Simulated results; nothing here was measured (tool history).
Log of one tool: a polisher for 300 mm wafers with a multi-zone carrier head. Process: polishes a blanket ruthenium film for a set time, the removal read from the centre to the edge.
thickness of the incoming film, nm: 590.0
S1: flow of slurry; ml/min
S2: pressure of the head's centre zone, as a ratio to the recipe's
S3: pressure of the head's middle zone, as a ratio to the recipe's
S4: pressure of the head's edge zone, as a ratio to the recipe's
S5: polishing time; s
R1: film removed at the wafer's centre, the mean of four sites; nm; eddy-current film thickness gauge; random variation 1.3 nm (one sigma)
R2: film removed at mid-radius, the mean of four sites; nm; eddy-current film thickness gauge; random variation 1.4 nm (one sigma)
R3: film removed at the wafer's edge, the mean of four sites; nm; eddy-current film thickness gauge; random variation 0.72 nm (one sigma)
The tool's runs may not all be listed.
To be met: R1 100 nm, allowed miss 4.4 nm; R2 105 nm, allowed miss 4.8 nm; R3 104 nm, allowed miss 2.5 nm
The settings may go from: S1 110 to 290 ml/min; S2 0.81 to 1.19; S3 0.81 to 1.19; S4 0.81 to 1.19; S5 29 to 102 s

run	hour	S1	S2	S3	S4	S5	R1	R2	R3
1	0	185	1	1	1	65	69.309	64.164	64.365
2	6.1	195	0.99	1.02	1.04	71	77.692	69.903	72.597
3	12.4	195	0.96	1.05	1.05	76	79.65	78.192	77.373
4	14.9	195	0.96	0.98	1.05	76	80.358	74.806	77.304
5	19.5	195	0.96	0.98	0.97	76	78.773	75.221	75.054
6	20.3	195	0.89	0.98	0.97	76	74.115	74.602	74.651
7	26.2	200	0.89	1	1	80	78.563	79.991	80.427
8	34.3	205	0.89	1.02	1.03	83	81.546	85.367	84.385
9	39.8	205	0.9	1.03	1.05	86	85.059	88.955	87.853
# hour 48.1: centre zone pressure recalibrated
10	48.1	255	0.91	1.05	1.13	96	90.559	100.69	104.55
11	55.7	250	0.93	1.06	1.12	96	95.131	103.32	103.01
12	59.6	250	0.94	1.06	1.12	96	96.976	104.4	104.2
13	60.6	250	0.95	1.06	1.12	96	92.917	104.26	103.25

Which of these 4 next moves meets every target?
A	61.6	180	1.13	1.02	1.05	102	?	?	?
B	61.6	255	0.98	1.03	1.09	98	?	?	?
C	61.6	235	0.96	1.17	1.05	98	?	?	?
D	61.6	240	0.95	1.07	1.19	98	?	?	?

move	R1	R2	R3
A	115.09	100.88	103.06
B	100.7	102.26	104.27
C	97.713	113.01	101.44
D	96.885	104.91	108.47
A: takes the result that was furthest off past its target
B: meets every target
C: brings the result that was furthest off to its target, and leaves another outside
D: brings the result that was furthest off to its target, and leaves another outside
The right move is B.
